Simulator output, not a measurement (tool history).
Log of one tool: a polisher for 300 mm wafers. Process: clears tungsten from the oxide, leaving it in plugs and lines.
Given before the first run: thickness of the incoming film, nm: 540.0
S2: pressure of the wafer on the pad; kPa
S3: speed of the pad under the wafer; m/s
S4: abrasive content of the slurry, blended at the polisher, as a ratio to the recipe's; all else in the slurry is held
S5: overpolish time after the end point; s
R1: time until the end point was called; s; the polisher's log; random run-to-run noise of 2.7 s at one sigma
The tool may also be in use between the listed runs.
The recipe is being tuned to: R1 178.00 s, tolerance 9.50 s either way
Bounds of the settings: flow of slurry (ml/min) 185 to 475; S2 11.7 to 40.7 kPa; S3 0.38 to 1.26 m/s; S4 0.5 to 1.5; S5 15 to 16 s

{"run": 1, "hour": 0.0, "flow of slurry (ml/min)": 305, "S2": 26.2, "S3": 0.82, "S4": 1.0, "S5": 15, "R1": 131.48}
{"run": 2, "hour": 7.6, "flow of slurry (ml/min)": 260, "S2": 26.2, "S3": 0.82, "S4": 1.0, "S5": 15, "R1": 138.63}
{"run": 3, "hour": 15.9, "flow of slurry (ml/min)": 260, "S2": 31.7, "S3": 0.82, "S4": 1.0, "S5": 15, "R1": 108.34}
{"run": 4, "hour": 21.9, "flow of slurry (ml/min)": 260, "S2": 29.0, "S3": 0.82, "S4": 1.0, "S5": 15, "R1": 121.68}
{"run": 5, "hour": 27.0, "flow of slurry (ml/min)": 260, "S2": 29.0, "S3": 0.7, "S4": 1.0, "S5": 15, "R1": 140.52}
{"run": 6, "hour": 29.0, "flow of slurry (ml/min)": 260, "S2": 27.6, "S3": 0.7, "S4": 1.0, "S5": 15, "R1": 146.87}
{"run": 7, "hour": 34.6, "flow of slurry (ml/min)": 260, "S2": 27.6, "S3": 0.7, "S4": 1.0, "S5": 15, "R1": 147.62}
{"run": 8, "hour": 35.7, "flow of slurry (ml/min)": 260, "S2": 26.9, "S3": 0.7, "S4": 1.0, "S5": 15, "R1": 152.1}
{"run": 9, "hour": 42.0, "flow of slurry (ml/min)": 260, "S2": 26.9, "S3": 0.7, "S4": 1.0, "S5": 15, "R1": 152.13}

4 next moves are on the table. One of them brings every result within its allowed miss. Which?
{"run": "A", "hour": 48.3, "flow of slurry (ml/min)": 185, "S2": 23.4, "S3": 0.82, "S4": 1.1, "S5": 16, "R1": "?"}
{"run": "B", "hour": 48.3, "flow of slurry (ml/min)": 245, "S2": 29.6, "S3": 0.48, "S4": 1.0, "S5": 16, "R1": "?"}
{"run": "C", "hour": 48.3, "flow of slurry (ml/min)": 255, "S2": 25.5, "S3": 0.6, "S4": 1.2, "S5": 16, "R1": "?"}
{"run": "D", "hour": 48.3, "flow of slurry (ml/min)": 330, "S2": 29.6, "S3": 0.56, "S4": 1.1, "S5": 16, "R1": "?"}

move=A R1=148.03
move=B R1=192.83
move=C R1=172.63
move=D R1=158.09
A: its largest miss is bigger than the last run's
B: pushes the last run's worst result past its target
C: every result within its allowed miss
D: nearer the targets than the last run, but a result is still out of spec
Correct choice: C, which meets every target
